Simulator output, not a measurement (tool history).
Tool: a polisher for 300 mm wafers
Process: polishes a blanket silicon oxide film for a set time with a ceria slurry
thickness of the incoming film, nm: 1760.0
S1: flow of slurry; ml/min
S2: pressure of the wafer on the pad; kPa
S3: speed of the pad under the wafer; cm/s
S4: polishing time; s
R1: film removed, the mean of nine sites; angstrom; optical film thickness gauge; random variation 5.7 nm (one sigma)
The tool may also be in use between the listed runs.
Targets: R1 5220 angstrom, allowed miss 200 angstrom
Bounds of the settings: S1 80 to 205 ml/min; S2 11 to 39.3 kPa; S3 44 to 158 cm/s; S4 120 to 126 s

run 1 hour=0 | S1=135 S2=24.8 S3=100 S4=120 | R1=6256.8
run 2 hour=1.7 | S1=135 S2=24.8 S3=100 S4=120 | R1=6069.3
run 3 hour=10.2 | S1=130 S2=23.4 S3=100 S4=120 | R1=5876.4
run 4 hour=15.5 | S1=130 S2=22.1 S3=100 S4=120 | R1=5611.8
run 5 hour=17.4 | S1=130 S2=17.2 S3=100 S4=120 | R1=4249.6
run 6 hour=18.4 | S1=130 S2=17.2 S3=90 S4=120 | R1=3989.1
run 7 hour=21.1 | S1=130 S2=19.3 S3=90 S4=120 | R1=4470
run 8 hour=25.7 | S1=130 S2=20.7 S3=90 S4=120 | R1=4805.5
run 9 hour=34.2 | S1=130 S2=21.4 S3=90 S4=120 | R1=4888.3

Which of these 4 next moves meets every target?
run A hour=42.7 | S1=145 S2=19.3 S3=116 S4=120 | R1=?
run B hour=42.7 | S1=125 S2=20 S3=86 S4=120 | R1=?
run C hour=42.7 | S1=140 S2=20.7 S3=86 S4=121 | R1=?
run D hour=42.7 | S1=120 S2=22.1 S3=94 S4=120 | R1=?

move=A R1=5527.7
move=B R1=4374.3
move=C R1=4624.8
move=D R1=5144.2
A: takes the result that was furthest off past its target
B: further off than the last run
C: further off than the last run
D: meets every target
Answer: D
